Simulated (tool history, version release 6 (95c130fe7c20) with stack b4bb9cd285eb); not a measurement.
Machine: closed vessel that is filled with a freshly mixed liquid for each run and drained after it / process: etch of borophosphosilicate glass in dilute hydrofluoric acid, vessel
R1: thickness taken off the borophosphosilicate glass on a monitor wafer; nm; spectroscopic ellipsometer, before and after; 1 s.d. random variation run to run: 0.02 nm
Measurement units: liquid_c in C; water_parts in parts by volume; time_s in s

{"run": 1, "hour": 0.0, "liquid_c": 23, "water_parts": 230, "time_s": 30, "R1": 2.7101}
{"run": 2, "hour": 4.6, "liquid_c": 23, "water_parts": 155, "time_s": 30, "R1": 4.3548}
{"run": 3, "hour": 10.5, "liquid_c": 21.5, "water_parts": 175, "time_s": 30, "R1": 3.5447}
{"run": 4, "hour": 12.6, "liquid_c": 20, "water_parts": 185, "time_s": 30, "R1": 3.1808}
{"run": 5, "hour": 20.8, "liquid_c": 19, "water_parts": 195, "time_s": 30, "R1": 2.8862}
{"run": 6, "hour": 27.5, "liquid_c": 19, "water_parts": 245, "time_s": 30, "R1": 2.1971}
{"run": 7, "hour": 29.5, "liquid_c": 19.5, "water_parts": 245, "time_s": 30, "R1": 2.207}

Forecast run 8:
{"run": 8, "hour": 33.0, "liquid_c": 20, "water_parts": 245, "time_s": 30, "R1": "?"}

Logged for run 8: R1 2.2378 nm.

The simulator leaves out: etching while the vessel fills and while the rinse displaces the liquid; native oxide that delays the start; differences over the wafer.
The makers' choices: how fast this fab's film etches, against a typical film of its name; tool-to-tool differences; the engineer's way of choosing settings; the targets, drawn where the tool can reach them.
